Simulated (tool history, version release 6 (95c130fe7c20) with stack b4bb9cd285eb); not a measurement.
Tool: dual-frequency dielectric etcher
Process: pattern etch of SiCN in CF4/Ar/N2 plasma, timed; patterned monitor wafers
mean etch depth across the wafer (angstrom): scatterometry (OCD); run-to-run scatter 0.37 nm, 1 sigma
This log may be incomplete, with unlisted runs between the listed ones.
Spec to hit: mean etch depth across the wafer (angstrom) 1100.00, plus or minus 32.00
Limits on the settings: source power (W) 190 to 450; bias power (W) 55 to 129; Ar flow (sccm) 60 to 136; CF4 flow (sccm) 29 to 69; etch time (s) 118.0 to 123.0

| run | hour | source power (W) | bias power (W) | Ar flow (sccm) | CF4 flow (sccm) | etch time (s) | mean etch depth across the wafer (angstrom) |
|---|---|---|---|---|---|---|---|
| 1 | 0.0 | 320 | 92 | 98 | 49 | 118.0 | 856.36 |
| 2 | 2.2 | 320 | 92 | 98 | 43 | 118.0 | 845.66 |
| 3 | 5.6 | 320 | 92 | 98 | 43 | 123.0 | 884.20 |
| 4 | 13.5 | 320 | 92 | 98 | 43 | 118.0 | 843.92 |
| 5 | 15.4 | 330 | 93 | 98 | 43 | 118.0 | 876.60 |
| 6 | 16.9 | 340 | 93 | 98 | 43 | 118.0 | 904.98 |
| 7 | 23.4 | 350 | 93 | 98 | 43 | 118.0 | 930.13 |
| 8 | 29.5 | 360 | 93 | 98 | 43 | 118.0 | 955.25 |
| 9 | 37.9 | 370 | 93 | 98 | 43 | 118.0 | 980.75 |
| 10 | 40.3 | 380 | 93 | 98 | 43 | 118.0 | 1010.60 |
| 11 | 46.6 | 380 | 93 | 98 | 43 | 118.0 | 1012.70 |
| 12 | 55.3 | 400 | 94 | 98 | 43 | 118.0 | 1067.20 |
| 13 | 56.6 | 400 | 94 | 98 | 43 | 118.0 | 1059.90 |

Of the 4 settings listed for the next run, only one would bring every result within its allowed miss of target. Which one?
| A | 57.9 | 430 | 94 | 88 | 47 | 118.0 | ? |
| B | 57.9 | 410 | 97 | 93 | 49 | 120.5 | ? |
| C | 57.9 | 450 | 67 | 125 | 52 | 123.0 | ? |
| D | 57.9 | 380 | 78 | 88 | 47 | 120.5 | ? |

| move | mean etch depth across the wafer (angstrom) |
|---|---|
| A | 1171.90 |
| B | 1153.30 |
| C | 1098.20 |
| D | 988.39 |
A: moves the result that the last run missed by most past its target, out the other side
B: moves the result that the last run missed by most past its target, out the other side
C: all results land within tolerance of their targets
D: further off than the last run
The right move is C.
